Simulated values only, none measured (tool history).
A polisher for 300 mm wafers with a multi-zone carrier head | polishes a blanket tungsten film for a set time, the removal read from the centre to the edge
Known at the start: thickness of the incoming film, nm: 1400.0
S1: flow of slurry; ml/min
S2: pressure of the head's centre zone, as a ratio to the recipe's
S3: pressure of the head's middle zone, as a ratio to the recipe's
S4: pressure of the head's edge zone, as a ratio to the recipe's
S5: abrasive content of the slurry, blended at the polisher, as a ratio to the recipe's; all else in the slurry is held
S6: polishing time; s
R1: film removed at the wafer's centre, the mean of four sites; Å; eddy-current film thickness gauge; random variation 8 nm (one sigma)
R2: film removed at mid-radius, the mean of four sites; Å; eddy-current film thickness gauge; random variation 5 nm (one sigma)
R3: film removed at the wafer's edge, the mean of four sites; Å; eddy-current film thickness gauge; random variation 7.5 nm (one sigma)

run	day	S1	S2	S3	S4	S5	S6	R1	R2	R3
1	0	280	1	1	1	1	66	3307.2	3394.1	3340.7
2	0.062	290	1.05	1.04	1.02	1.15	72	3906	4052.3	3730.2
3	0.233	290	1.05	0.96	1.02	1.15	72	3907.2	3742.2	3684.3
4	0.467	290	1.05	0.96	1.02	1	72	3710.7	3599.4	3651.5
5	0.729	290	1.05	0.96	1.02	1	83	4353.4	4173.8	4160.5
6	0.988	295	1.08	0.98	1.05	1.15	85	4818.1	4512.4	4410.8
7	1.046	295	1.09	1.01	1.07	1.25	87	5044.1	4810.8	4577.9

Run 8 comes next. What will it give?
8	1.4	300	1.1	1.03	1.08	1.35	89	?	?	?

Run 8 gave R1 5287.6 Å, R2 5074.3 Å, R3 4952.6 Å.
